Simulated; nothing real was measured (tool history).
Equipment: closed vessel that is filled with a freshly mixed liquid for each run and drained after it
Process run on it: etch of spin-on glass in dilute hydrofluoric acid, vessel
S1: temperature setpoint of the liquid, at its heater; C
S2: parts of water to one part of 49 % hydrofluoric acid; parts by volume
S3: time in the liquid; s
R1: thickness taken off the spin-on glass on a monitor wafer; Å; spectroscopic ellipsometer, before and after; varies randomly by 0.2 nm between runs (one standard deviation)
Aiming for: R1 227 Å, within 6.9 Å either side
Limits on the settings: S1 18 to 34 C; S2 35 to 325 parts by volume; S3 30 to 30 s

run,day,S1,S2,S3,R1
1,0,26,180,30,67.64
2,0.354,26,180,30,66.476
3,0.542,28.5,135,30,102.58
4,0.829,28.5,190,30,68.933
5,1.142,26,190,30,62.928
6,1.358,28.5,145,30,94.755
7,1.642,30,115,30,130.93
8,1.821,31,100,30,160.85
9,1.942,32,90,30,189.09
10,2.242,32.5,90,30,191.16
11,2.562,33,85,30,208.66
12,2.908,33.5,85,30,211.72

Consider the 4 candidate settings below. Which is the only one whose results all fall within their allowed miss of target?
A,3.254,33.5,80,30,?
B,3.254,33,75,30,?
C,3.254,34,75,30,?
D,3.254,33.5,75,30,?

move,R1
A,227.44
B,240.03
C,249.12
D,244.55
A: all results in spec
B: moves the result that the last run missed by most past its target, out the other side
C: moves the result that the last run missed by most past its target, out the other side
D: moves the result that the last run missed by most past its target, out the other side
Correct choice: A, which meets every target
